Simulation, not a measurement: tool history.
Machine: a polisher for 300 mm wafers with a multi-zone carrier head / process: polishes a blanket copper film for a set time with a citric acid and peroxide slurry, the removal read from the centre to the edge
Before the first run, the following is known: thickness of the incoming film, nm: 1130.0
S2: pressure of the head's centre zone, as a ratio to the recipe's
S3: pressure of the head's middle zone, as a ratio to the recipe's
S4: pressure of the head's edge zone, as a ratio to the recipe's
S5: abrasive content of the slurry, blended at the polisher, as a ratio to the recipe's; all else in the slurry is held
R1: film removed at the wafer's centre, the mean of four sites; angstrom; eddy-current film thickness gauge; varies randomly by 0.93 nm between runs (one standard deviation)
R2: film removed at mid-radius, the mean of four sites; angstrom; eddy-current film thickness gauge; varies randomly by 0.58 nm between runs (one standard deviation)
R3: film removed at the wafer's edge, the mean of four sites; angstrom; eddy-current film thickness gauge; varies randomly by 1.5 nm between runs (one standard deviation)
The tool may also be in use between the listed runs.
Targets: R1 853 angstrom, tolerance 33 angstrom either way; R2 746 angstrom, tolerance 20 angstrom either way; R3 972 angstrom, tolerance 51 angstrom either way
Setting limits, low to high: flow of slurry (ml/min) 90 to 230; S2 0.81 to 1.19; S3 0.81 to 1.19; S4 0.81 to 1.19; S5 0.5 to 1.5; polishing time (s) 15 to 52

Run 1, day 0: flow of slurry (ml/min) 150, S2 1, S3 1, S4 1, S5 1, polishing time (s) 33. Result: R1 872.52 angstrom, R2 865.41 angstrom, R3 904.15 angstrom.
Run 2, day 0.262: flow of slurry (ml/min) 145, S2 1, S3 0.99, S4 1.01, S5 1, polishing time (s) 33. Result: R1 859.72 angstrom, R2 859.55 angstrom, R3 934.23 angstrom.
Run 3, day 0.6: flow of slurry (ml/min) 145, S2 1, S3 0.92, S4 1.01, S5 1, polishing time (s) 33. Result: R1 855.91 angstrom, R2 798.11 angstrom, R3 905.37 angstrom.
Run 4, day 0.75: flow of slurry (ml/min) 145, S2 1.04, S3 0.92, S4 1.01, S5 1, polishing time (s) 33. Result: R1 905.41 angstrom, R2 786.07 angstrom, R3 906.51 angstrom.
Run 5, day 1.067: flow of slurry (ml/min) 160, S2 1.04, S3 0.92, S4 1.01, S5 1, polishing time (s) 33. Result: R1 939.02 angstrom, R2 813.58 angstrom, R3 914.15 angstrom.
Run 6, day 1.308: flow of slurry (ml/min) 160, S2 1.04, S3 0.92, S4 1.01, S5 1, polishing time (s) 37. Result: R1 1031.1 angstrom, R2 910.15 angstrom, R3 1015.2 angstrom.
Run 7, day 1.35: flow of slurry (ml/min) 155, S2 1.03, S3 0.91, S4 1.01, S5 1, polishing time (s) 37. Result: R1 1002 angstrom, R2 896.81 angstrom, R3 1030.1 angstrom.
Run 8, day 1.675: flow of slurry (ml/min) 150, S2 1.03, S3 0.9, S4 1.01, S5 1, polishing time (s) 37. Result: R1 1009.5 angstrom, R2 900.08 angstrom, R3 1031.1 angstrom.
Run 9, day 1.758: flow of slurry (ml/min) 145, S2 1.03, S3 0.89, S4 1.01, S5 0.95, polishing time (s) 37. Result: R1 990.63 angstrom, R2 844.04 angstrom, R3 999.72 angstrom.
Run 10, day 1.867: flow of slurry (ml/min) 140, S2 1.02, S3 0.89, S4 1.01, S5 0.95, polishing time (s) 37. Result: R1 967.85 angstrom, R2 856.28 angstrom, R3 993.51 angstrom.
Run 11, day 2.188: flow of slurry (ml/min) 135, S2 1.02, S3 0.88, S4 1.02, S5 0.95, polishing time (s) 37. Result: R1 953.22 angstrom, R2 850.94 angstrom, R3 1006 angstrom.
Run 12, day 2.538: flow of slurry (ml/min) 130, S2 1.02, S3 0.87, S4 1.02, S5 0.95, polishing time (s) 37. Result: R1 950.88 angstrom, R2 814.71 angstrom, R3 1014.1 angstrom.
Run 13, day 2.7: flow of slurry (ml/min) 95, S2 0.96, S3 0.86, S4 0.99, S5 0.9, polishing time (s) 37. Result: R1 799.2 angstrom, R2 735.63 angstrom, R3 904 angstrom.
Run 14, day 2.783: flow of slurry (ml/min) 95, S2 0.96, S3 0.86, S4 1, S5 0.9, polishing time (s) 37. Result: R1 790.79 angstrom, R2 742.13 angstrom, R3 924.73 angstrom.
Run 15, day 2.825: flow of slurry (ml/min) 115, S2 1.01, S3 0.83, S4 1.04, S5 0.95, polishing time (s) 37. Result: R1 911 angstrom, R2 766.39 angstrom, R3 1000.3 angstrom.

Which single option among these 5 for the next run brings every result within its allowed miss of target? Just one does.
Run A, day 2.867: flow of slurry (ml/min) 140, S2 1.06, S3 0.91, S4 1.09, S5 0.95, polishing time (s) 35. Result: R1 ?, R2 ?, R3 ?.
Run B, day 2.867: flow of slurry (ml/min) 140, S2 0.98, S3 0.87, S4 1.05, S5 0.9, polishing time (s) 32. Result: R1 ?, R2 ?, R3 ?.
Run C, day 2.867: flow of slurry (ml/min) 120, S2 1.04, S3 0.9, S4 1.19, S5 0.5, polishing time (s) 39. Result: R1 ?, R2 ?, R3 ?.
Run D, day 2.867: flow of slurry (ml/min) 100, S2 0.9, S3 0.81, S4 1.11, S5 0.85, polishing time (s) 37. Result: R1 ?, R2 ?, R3 ?.
Run E, day 2.867: flow of slurry (ml/min) 120, S2 1.01, S3 0.81, S4 1, S5 1, polishing time (s) 36. Result: R1 ?, R2 ?, R3 ?.

move      R1      R2      R3
   A  962.16  822.89  989.09
   B  811.63  716.79  876.43
   C  861.97  746.62   958.2
   D  773.15  703.47  963.47
   E  919.76  752.67  962.09
A: moves away from the targets compared with the last run
B: takes the result that was furthest off past its target
C: each result inside its tolerance
D: takes the result that was furthest off past its target
E: moves away from the targets compared with the last run
C meets every target.
